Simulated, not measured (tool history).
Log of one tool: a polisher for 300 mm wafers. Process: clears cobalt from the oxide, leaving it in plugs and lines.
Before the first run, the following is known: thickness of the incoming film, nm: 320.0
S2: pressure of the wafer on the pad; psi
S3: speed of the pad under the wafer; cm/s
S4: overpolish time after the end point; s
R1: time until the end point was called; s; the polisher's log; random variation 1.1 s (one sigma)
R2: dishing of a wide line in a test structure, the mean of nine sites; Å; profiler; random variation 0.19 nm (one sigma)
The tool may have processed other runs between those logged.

Run 1, day 0.000: flow of slurry (ml/min) 170, S2 2.5 psi, S3 92 cm/s, S4 20 s. Result: R1 67.775 s, R2 370.34 Å.
Run 2, day 0.296: flow of slurry (ml/min) 205, S2 2.5 psi, S3 92 cm/s, S4 20 s. Result: R1 67.330 s, R2 381.18 Å.
Run 3, day 0.383: flow of slurry (ml/min) 180, S2 2.5 psi, S3 92 cm/s, S4 20 s. Result: R1 68.892 s, R2 375.09 Å.
Run 4, day 0.675: flow of slurry (ml/min) 160, S2 2.3 psi, S3 92 cm/s, S4 16 s. Result: R1 75.627 s, R2 341.99 Å.
Run 5, day 0.925: flow of slurry (ml/min) 190, S2 2.3 psi, S3 92 cm/s, S4 16 s. Result: R1 73.459 s, R2 343.44 Å.
Run 6, day 1.121: flow of slurry (ml/min) 190, S2 2.3 psi, S3 102 cm/s, S4 16 s. Result: R1 67.315 s, R2 352.42 Å.
Run 7, day 1.217: flow of slurry (ml/min) 165, S2 2.0 psi, S3 108 cm/s, S4 13 s. Result: R1 71.369 s, R2 310.42 Å.
Run 8, day 1.500: flow of slurry (ml/min) 150, S2 1.8 psi, S3 114 cm/s, S4 11 s. Result: R1 75.569 s, R2 283.81 Å.
Run 9, day 1.612: flow of slurry (ml/min) 135, S2 1.6 psi, S3 122 cm/s, S4 10 s. Result: R1 77.605 s, R2 257.28 Å.
Run 10, day 1.754: flow of slurry (ml/min) 125, S2 1.5 psi, S3 128 cm/s, S4 9 s. Result: R1 80.123 s, R2 238.83 Å.
Run 11, day 1.808: flow of slurry (ml/min) 120, S2 1.4 psi, S3 132 cm/s, S4 8 s. Result: R1 85.106 s, R2 217.25 Å.
Run 12, day 2.179: flow of slurry (ml/min) 115, S2 1.4 psi, S3 136 cm/s, S4 7 s. Result: R1 80.253 s, R2 201.71 Å.

Run 13, settings as shown, results not yet in. Your forecast:
Run 13, day 2.525: flow of slurry (ml/min) 110, S2 1.4 psi, S3 138 cm/s, S4 7 s. Result: R1 ?, R2 ?.

{"run 13": {"R1": 79.948, "R2": 207.18}}

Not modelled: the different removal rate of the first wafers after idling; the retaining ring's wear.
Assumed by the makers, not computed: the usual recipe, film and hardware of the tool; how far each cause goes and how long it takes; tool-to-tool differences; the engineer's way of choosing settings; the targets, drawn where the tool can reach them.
